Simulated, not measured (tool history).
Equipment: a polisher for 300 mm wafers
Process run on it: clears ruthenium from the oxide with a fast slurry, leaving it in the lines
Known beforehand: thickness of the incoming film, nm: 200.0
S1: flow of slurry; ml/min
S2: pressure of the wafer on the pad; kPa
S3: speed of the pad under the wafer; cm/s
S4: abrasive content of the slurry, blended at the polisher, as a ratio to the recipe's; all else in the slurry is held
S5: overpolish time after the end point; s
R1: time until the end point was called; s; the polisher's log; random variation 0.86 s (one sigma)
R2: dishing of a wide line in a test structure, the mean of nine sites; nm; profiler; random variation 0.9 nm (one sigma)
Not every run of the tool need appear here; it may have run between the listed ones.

| run | hour | S1 | S2 | S3 | S4 | S5 | R1 | R2 |
|---|---|---|---|---|---|---|---|---|
| 1 | 0.0 | 205 | 13.1 | 96 | 1.0 | 27 | 76.275 | 49.621 |
| 2 | 8.2 | 200 | 12.4 | 96 | 1.0 | 27 | 80.057 | 47.248 |
| 3 | 13.3 | 200 | 12.4 | 96 | 1.0 | 35 | 80.879 | 56.793 |
| 4 | 17.8 | 200 | 12.4 | 120 | 1.0 | 35 | 65.207 | 68.170 |
| 5 | 20.9 | 200 | 14.5 | 120 | 1.0 | 35 | 55.179 | 79.579 |
| 6 | 24.6 | 200 | 14.5 | 138 | 1.0 | 35 | 48.746 | 84.157 |
| 7 | 30.5 | 200 | 14.5 | 138 | 1.0 | 35 | 48.394 | 86.070 |
| 8 | 35.7 | 190 | 10.3 | 132 | 1.0 | 29 | 70.892 | 53.755 |

Forecast run 9:
| 9 | 43.2 | 185 | 9.0 | 132 | 1.0 | 29 | ? | ? |

Run 9 came out at R1 81.955 s, R2 50.055 nm.
